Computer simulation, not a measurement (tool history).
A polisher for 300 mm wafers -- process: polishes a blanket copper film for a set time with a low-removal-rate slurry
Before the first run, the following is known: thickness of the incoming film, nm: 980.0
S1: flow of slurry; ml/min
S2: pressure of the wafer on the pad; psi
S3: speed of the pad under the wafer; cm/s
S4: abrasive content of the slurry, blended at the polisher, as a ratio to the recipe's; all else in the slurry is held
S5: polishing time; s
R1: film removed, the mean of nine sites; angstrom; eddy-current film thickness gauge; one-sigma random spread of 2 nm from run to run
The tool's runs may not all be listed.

run,hour,S1,S2,S3,S4,S5,R1
1,0.0,160,2.7,124,1.0,69,2720.0
2,1.0,160,2.7,124,1.0,72,2775.7
3,5.1,160,2.4,122,1.0,72,2450.3
4,13.1,160,2.4,110,1.0,72,2319.1
5,14.6,160,2.4,128,1.0,72,2541.2
6,17.0,160,2.2,126,1.0,72,2333.1

What will run 7 give?
7,20.8,160,2.0,124,1.0,72,?

{"run 7": {"R1": 2081.4}}
